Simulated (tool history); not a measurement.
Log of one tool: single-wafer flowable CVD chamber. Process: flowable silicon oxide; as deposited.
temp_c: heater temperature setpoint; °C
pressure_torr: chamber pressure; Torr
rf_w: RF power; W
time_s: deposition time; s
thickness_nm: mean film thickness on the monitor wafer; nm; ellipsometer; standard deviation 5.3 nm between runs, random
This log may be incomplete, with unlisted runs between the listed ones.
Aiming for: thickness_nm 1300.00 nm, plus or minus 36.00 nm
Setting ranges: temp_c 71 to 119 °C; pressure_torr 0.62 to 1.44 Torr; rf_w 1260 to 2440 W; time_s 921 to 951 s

| run | day | temp_c | pressure_torr | rf_w | time_s | thickness_nm |
|---|---|---|---|---|---|---|
| 1 | 0.000 | 95 | 1.03 | 1850 | 921 | 823.41 |
| 2 | 0.138 | 95 | 1.03 | 1850 | 921 | 815.34 |
| 3 | 0.350 | 91 | 1.03 | 1850 | 921 | 950.71 |
| 4 | 0.479 | 89 | 1.03 | 1850 | 921 | 1024.40 |
| 5 | 0.850 | 87 | 1.03 | 1850 | 921 | 1089.70 |
| 6 | 0.942 | 86 | 1.03 | 1850 | 921 | 1136.10 |
| 7 | 1.288 | 85 | 1.03 | 1850 | 921 | 1172.50 |
| 8 | 1.500 | 81 | 1.03 | 1850 | 921 | 1342.50 |

5 next moves are on the table. One of them brings every result within its allowed miss. Which?
| A | 1.712 | 80 | 1.02 | 1875 | 921 | ? |
| B | 1.712 | 77 | 0.98 | 1700 | 935 | ? |
| C | 1.712 | 85 | 1.12 | 1865 | 947 | ? |
| D | 1.712 | 83 | 1.13 | 1780 | 951 | ? |
| E | 1.712 | 77 | 0.94 | 1690 | 943 | ? |

| move | thickness_nm |
|---|---|
| A | 1378.20 |
| B | 1432.40 |
| C | 1312.50 |
| D | 1408.90 |
| E | 1384.40 |
A: misses by more than the last run did
B: misses by more than the last run did
C: meets every target
D: misses by more than the last run did
E: misses by more than the last run did
C is the move that brings every result within its allowed miss.
